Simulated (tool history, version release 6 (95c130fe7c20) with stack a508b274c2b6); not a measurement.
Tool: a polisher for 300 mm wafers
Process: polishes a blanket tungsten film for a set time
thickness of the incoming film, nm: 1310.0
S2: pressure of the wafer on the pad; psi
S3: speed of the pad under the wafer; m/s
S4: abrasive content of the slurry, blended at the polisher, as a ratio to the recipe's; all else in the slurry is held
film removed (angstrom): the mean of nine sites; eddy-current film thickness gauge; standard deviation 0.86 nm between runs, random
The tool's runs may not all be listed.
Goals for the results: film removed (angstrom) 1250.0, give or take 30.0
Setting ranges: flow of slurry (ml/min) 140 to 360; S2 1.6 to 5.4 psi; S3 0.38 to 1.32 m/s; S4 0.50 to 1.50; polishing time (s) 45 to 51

{"run": 1, "hour": 0.0, "flow of slurry (ml/min)": 230, "S2": 3.5, "S3": 0.84, "S4": 1.0, "polishing time (s)": 51, "film removed (angstrom)": 1672.3}
{"run": 2, "hour": 8.6, "flow of slurry (ml/min)": 230, "S2": 3.5, "S3": 0.84, "S4": 0.8, "polishing time (s)": 51, "film removed (angstrom)": 1578.5}
{"run": 3, "hour": 9.5, "flow of slurry (ml/min)": 230, "S2": 3.5, "S3": 0.84, "S4": 0.7, "polishing time (s)": 51, "film removed (angstrom)": 1548.1}
{"run": 4, "hour": 18.2, "flow of slurry (ml/min)": 205, "S2": 3.5, "S3": 0.84, "S4": 0.7, "polishing time (s)": 51, "film removed (angstrom)": 1486.9}
{"run": 5, "hour": 24.4, "flow of slurry (ml/min)": 195, "S2": 3.4, "S3": 0.84, "S4": 0.7, "polishing time (s)": 51, "film removed (angstrom)": 1458.0}
{"run": 6, "hour": 28.9, "flow of slurry (ml/min)": 190, "S2": 3.3, "S3": 0.84, "S4": 0.7, "polishing time (s)": 51, "film removed (angstrom)": 1428.2}
{"hour": 30.6, "done": "head pressure recalibrated"}
{"run": 7, "hour": 30.6, "flow of slurry (ml/min)": 190, "S2": 3.2, "S3": 0.84, "S4": 0.7, "polishing time (s)": 51, "film removed (angstrom)": 1443.4}
{"run": 8, "hour": 35.0, "flow of slurry (ml/min)": 190, "S2": 3.1, "S3": 0.84, "S4": 0.7, "polishing time (s)": 51, "film removed (angstrom)": 1421.7}

Which one of the following 5 next-run settings gets every result inside its allowed miss? There is exactly one.
{"run": "A", "hour": 39.4, "flow of slurry (ml/min)": 140, "S2": 3.8, "S3": 0.76, "S4": 0.7, "polishing time (s)": 45, "film removed (angstrom)": "?"}
{"run": "B", "hour": 39.4, "flow of slurry (ml/min)": 250, "S2": 2.3, "S3": 0.96, "S4": 0.7, "polishing time (s)": 50, "film removed (angstrom)": "?"}
{"run": "C", "hour": 39.4, "flow of slurry (ml/min)": 140, "S2": 4.4, "S3": 0.72, "S4": 0.85, "polishing time (s)": 47, "film removed (angstrom)": "?"}
{"run": "D", "hour": 39.4, "flow of slurry (ml/min)": 140, "S2": 3.1, "S3": 0.86, "S4": 0.5, "polishing time (s)": 49, "film removed (angstrom)": "?"}
{"run": "E", "hour": 39.4, "flow of slurry (ml/min)": 195, "S2": 2.8, "S3": 0.94, "S4": 0.85, "polishing time (s)": 50, "film removed (angstrom)": "?"}

move=A film_removed_(angstrom)=1259.1
move=B film_removed_(angstrom)=1334.3
move=C film_removed_(angstrom)=1483.0
move=D film_removed_(angstrom)=1195.1
move=E film_removed_(angstrom)=1536.6
A: every result within its allowed miss
B: closes in on the targets versus the last run, not all within tolerance yet
C: the biggest miss grows against the last run
D: takes the biggest miss from the last run beyond its target
E: the biggest miss grows against the last run
The right move is A.
